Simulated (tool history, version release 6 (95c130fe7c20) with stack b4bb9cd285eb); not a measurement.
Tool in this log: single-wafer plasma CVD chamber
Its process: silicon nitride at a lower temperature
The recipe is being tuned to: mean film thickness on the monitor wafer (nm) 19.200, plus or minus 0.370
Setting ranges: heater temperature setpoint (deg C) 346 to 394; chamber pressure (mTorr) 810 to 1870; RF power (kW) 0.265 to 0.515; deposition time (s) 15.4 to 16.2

run  hour  heater temperature setpoint (deg C)  chamber pressure (mTorr)  RF power (kW)  deposition time (s)  mean film thickness on the monitor wafer (nm)
  1   0.0                                  370                      1340          0.390                 16.2                                         23.020
  2   3.1                                  366                      1340          0.390                 16.2                                         22.866
  3   6.5                                  366                      1340          0.390                 16.2                                         23.041
  4  15.3                                  366                      1340          0.410                 16.2                                         23.542
  5  21.1                                  366                      1340          0.410                 15.4                                         22.558
  6  29.7                                  360                      1340          0.410                 15.4                                         22.789
  7  30.3                                  360                      1290          0.405                 15.4                                         22.520
  8  33.6                                  360                      1250          0.395                 15.4                                         21.891
  9  40.5                                  360                      1250          0.395                 15.4                                         21.764
 10  41.8                                  360                      1210          0.395                 15.4                                         21.703
     50.1  -- thermocouple changed; heater temperature recalibrated
 11  50.1                                  360                       940          0.345                 15.4                                         18.500
 12  55.9                                  360                       950          0.345                 15.4                                         18.742
 13  63.6                                  360                       960          0.345                 15.4                                         18.762

Of the 5 settings listed for the next run, only one would bring every result within its allowed miss of target. Which one?
  A  71.3                                  367                       810          0.350                 15.4                                              ?
  B  71.3                                  380                       810          0.355                 15.5                                              ?
  C  71.3                                  367                       970          0.325                 16.2                                              ?
  D  71.3                                  360                       980          0.330                 15.4                                              ?
  E  71.3                                  350                       820          0.390                 15.6                                              ?

move  mean film thickness on the monitor wafer (nm)
   A                                         18.190
   B                                         18.379
   C                                         19.060
   D                                         18.385
   E                                         19.870
A: moves away from the targets compared with the last run
B: moves away from the targets compared with the last run
C: meets every target
D: moves away from the targets compared with the last run
E: takes the result that was furthest off past its target
Answer: C

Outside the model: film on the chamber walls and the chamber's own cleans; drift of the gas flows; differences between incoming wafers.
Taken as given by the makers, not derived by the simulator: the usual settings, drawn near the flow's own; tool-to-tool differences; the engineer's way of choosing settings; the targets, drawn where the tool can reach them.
